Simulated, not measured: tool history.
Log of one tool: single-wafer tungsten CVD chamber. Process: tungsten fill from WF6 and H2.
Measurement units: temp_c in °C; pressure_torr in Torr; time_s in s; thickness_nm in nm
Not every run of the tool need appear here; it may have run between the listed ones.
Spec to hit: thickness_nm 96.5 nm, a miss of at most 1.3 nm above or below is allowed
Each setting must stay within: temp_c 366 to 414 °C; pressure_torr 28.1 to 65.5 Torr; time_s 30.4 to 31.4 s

run    day  temp_c  pressure_torr  time_s  thickness_nm
  1      0     390           46.8    30.4        85.294
  2  0.154     380           46.8    30.4        68.123
  3  0.371     380             55    30.4        73.674
  4  0.508     380             55    31.4        76.224
  5  0.875     382             55    31.4        79.881
  6  1.146     383             55    31.4        81.771
  7  1.238     384             55    31.4        83.998
  8   1.35     392           55.2    31.4        100.41

Next run, 5 choices. One meets every target within its allowed miss, the rest don't. Which?
  A  1.462     393           52.9    31.4             ?
  B  1.462     393           53.6    30.8             ?
  C  1.462     394           60.4    30.4             ?
  D  1.462     390           55.9    31.2             ?
  E  1.462     393             63    30.6             ?

move  thickness_nm
   A        100.54
   B         99.27
   C        106.25
   D        96.243
   E        106.82
A: about as far from the targets as the last run
B: an improvement on the last run, though not all results are within tolerance
C: its largest miss is bigger than the last run's
D: meets every target
E: its largest miss is bigger than the last run's
D meets every target.

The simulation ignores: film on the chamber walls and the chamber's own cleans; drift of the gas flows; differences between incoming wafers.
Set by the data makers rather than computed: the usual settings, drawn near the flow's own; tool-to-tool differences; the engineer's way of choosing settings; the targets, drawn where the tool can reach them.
